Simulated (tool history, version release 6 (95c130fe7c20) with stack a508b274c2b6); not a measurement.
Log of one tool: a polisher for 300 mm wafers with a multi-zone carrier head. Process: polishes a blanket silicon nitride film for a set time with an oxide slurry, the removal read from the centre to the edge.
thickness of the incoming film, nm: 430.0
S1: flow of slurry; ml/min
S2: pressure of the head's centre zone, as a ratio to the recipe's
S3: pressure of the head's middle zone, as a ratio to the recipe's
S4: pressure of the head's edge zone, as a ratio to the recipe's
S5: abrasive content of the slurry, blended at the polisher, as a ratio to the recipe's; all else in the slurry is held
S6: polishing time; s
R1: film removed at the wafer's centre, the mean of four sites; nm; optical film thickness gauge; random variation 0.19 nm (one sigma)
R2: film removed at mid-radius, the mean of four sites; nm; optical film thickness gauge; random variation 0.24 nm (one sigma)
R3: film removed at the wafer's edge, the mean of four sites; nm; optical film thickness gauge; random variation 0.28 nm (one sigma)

{"run": 1, "hour": 0.0, "S1": 230, "S2": 1.0, "S3": 1.0, "S4": 1.0, "S5": 1.0, "S6": 45, "R1": 29.141, "R2": 28.687, "R3": 29.128}
{"run": 2, "hour": 5.8, "S1": 230, "S2": 1.0, "S3": 1.0, "S4": 1.0, "S5": 1.0, "S6": 55, "R1": 35.407, "R2": 35.307, "R3": 34.81}
{"run": 3, "hour": 14.8, "S1": 230, "S2": 1.0, "S3": 1.0, "S4": 1.0, "S5": 1.0, "S6": 50, "R1": 31.96, "R2": 32.712, "R3": 31.2}
{"run": 4, "hour": 23.2, "S1": 220, "S2": 0.96, "S3": 0.94, "S4": 1.01, "S5": 0.85, "S6": 50, "R1": 27.302, "R2": 26.566, "R3": 27.735}
{"run": 5, "hour": 24.1, "S1": 205, "S2": 0.91, "S3": 0.91, "S4": 1.01, "S5": 0.85, "S6": 50, "R1": 26.091, "R2": 26.109, "R3": 28.178}
{"run": 6, "hour": 32.7, "S1": 200, "S2": 0.88, "S3": 0.88, "S4": 1.01, "S5": 0.8, "S6": 50, "R1": 24.397, "R2": 23.817, "R3": 26.889}
{"run": 7, "hour": 35.1, "S1": 195, "S2": 0.86, "S3": 0.87, "S4": 1.0, "S5": 0.75, "S6": 50, "R1": 22.223, "R2": 21.457, "R3": 24.175}

The next listed run, before its measurement:
{"run": 8, "hour": 40.4, "S1": 190, "S2": 0.85, "S3": 0.87, "S4": 1.01, "S5": 0.75, "S6": 50, "R1": "?", "R2": "?", "R3": "?"}

Run 8 gave R1 21.908 nm, R2 21.797 nm, R3 24.739 nm.

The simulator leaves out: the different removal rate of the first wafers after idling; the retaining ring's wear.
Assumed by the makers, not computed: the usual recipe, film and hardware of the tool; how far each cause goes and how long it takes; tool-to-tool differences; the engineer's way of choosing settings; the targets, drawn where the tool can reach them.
